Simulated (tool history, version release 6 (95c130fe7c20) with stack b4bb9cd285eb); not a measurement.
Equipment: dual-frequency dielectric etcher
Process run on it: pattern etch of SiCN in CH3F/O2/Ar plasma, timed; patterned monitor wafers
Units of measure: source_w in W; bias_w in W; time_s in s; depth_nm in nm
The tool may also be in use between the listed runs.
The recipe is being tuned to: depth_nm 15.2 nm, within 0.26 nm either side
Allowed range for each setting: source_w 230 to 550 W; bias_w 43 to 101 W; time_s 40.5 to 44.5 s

run 1 hour=0 | source_w=390 bias_w=72 time_s=44.5 | depth_nm=16.659
run 2 hour=5.4 | source_w=340 bias_w=72 time_s=44.5 | depth_nm=15.829
run 3 hour=11.8 | source_w=330 bias_w=72 time_s=44.5 | depth_nm=15.724
run 4 hour=16.2 | source_w=270 bias_w=72 time_s=44.5 | depth_nm=14.494
run 5 hour=22 | source_w=270 bias_w=72 time_s=40.5 | depth_nm=13.131
run 6 hour=28.4 | source_w=270 bias_w=78 time_s=40.5 | depth_nm=13.712
run 7 hour=33.7 | source_w=290 bias_w=78 time_s=40.5 | depth_nm=14.128
run 8 hour=35.2 | source_w=360 bias_w=79 time_s=40.5 | depth_nm=15.599

Which single option among these 5 for the next run brings every result within its allowed miss of target? Just one does.
run A hour=36.7 | source_w=310 bias_w=75 time_s=41 | depth_nm=?
run B hour=36.7 | source_w=370 bias_w=81 time_s=40.5 | depth_nm=?
run C hour=36.7 | source_w=350 bias_w=73 time_s=42 | depth_nm=?
run D hour=36.7 | source_w=340 bias_w=72 time_s=44.5 | depth_nm=?
run E hour=36.7 | source_w=310 bias_w=86 time_s=43 | depth_nm=?

move=A depth_nm=14.348
move=B depth_nm=15.822
move=C depth_nm=15.156
move=D depth_nm=15.757
move=E depth_nm=16.248
A: carries the result that was furthest off beyond its target, to the other side
B: its largest miss is bigger than the last run's
C: hits every target within its allowed miss
D: its largest miss is bigger than the last run's
E: its largest miss is bigger than the last run's
Move C is the one to make.

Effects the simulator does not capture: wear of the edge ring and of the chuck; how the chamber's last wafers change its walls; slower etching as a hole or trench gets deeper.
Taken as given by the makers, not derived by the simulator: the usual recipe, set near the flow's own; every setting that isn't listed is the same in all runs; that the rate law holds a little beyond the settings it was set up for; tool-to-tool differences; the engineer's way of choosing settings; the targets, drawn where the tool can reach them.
